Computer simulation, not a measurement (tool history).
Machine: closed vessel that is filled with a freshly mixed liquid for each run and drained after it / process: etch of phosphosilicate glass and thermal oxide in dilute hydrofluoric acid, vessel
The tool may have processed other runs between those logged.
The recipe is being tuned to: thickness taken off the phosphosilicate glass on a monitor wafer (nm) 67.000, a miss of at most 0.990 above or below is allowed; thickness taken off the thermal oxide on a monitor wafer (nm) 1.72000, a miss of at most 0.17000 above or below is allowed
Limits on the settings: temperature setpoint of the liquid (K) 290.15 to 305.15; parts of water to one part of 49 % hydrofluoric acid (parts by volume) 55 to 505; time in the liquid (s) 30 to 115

run  hour  temperature setpoint of the liquid (K)  parts of water to one part of 49 % hydrofluoric acid (parts by volume)  time in the liquid (s)  thickness taken off the phosphosilicate glass on a monitor wafer (nm)  thickness taken off the thermal oxide on a monitor wafer (nm)
  1   0.0                                  297.15                                                                     280                      60                                                                 37.943                                                        0.99204
  2   3.5                                  299.15                                                                     265                      60                                                                 43.453                                                        1.13740
  3   9.9                                  299.15                                                                     265                      35                                                                 25.198                                                        0.64572
  4  14.6                                  301.65                                                                     265                      35                                                                 27.388                                                        0.71884
  5  16.3                                  301.65                                                                     225                      35                                                                 33.864                                                        0.82619
  6  23.9                                  302.65                                                                     195                      35                                                                 41.923                                                        1.08150
  7  25.2                                  303.15                                                                     175                      35                                                                 48.710                                                        1.25350
  8  28.2                                  303.65                                                                     165                      35                                                                 53.298                                                        1.38430
  9  30.4                                  304.15                                                                     155                      35                                                                 58.532                                                        1.48970
 10  38.2                                  304.65                                                                     150                      35                                                                 62.137                                                        1.55030
 11  40.8                                  304.65                                                                     145                      35                                                                 64.324                                                        1.66120
 12  43.6                                  305.15                                                                     145                      35                                                                 65.772                                                        1.70730
     47.7  -- thermometer replaced
 13  47.7                                  305.15                                                                     140                      35                                                                 63.839                                                        1.67750

Next run, 4 choices. One meets every target within its allowed miss, the rest don't. Which?
  A  51.8                                  305.15                                                                     195                      50                                                                      ?                                                              ?
  B  51.8                                  305.15                                                                     180                      45                                                                      ?                                                              ?
  C  51.8                                  305.15                                                                     165                      45                                                                      ?                                                              ?
  D  51.8                                  303.65                                                                     140                      40                                                                      ?                                                              ?

move  thickness taken off the phosphosilicate glass on a monitor wafer (nm)  thickness taken off the thermal oxide on a monitor wafer (nm)
   A                                                                 60.222                                                        1.48230
   B                                                                 59.874                                                        1.47370
   C                                                                 66.630                                                        1.64000
   D                                                                 68.451                                                        1.68480
A: lands further from the targets than the last run did
B: lands further from the targets than the last run did
C: every result within its allowed miss
D: takes the result that was furthest off past its target
The right move is C.
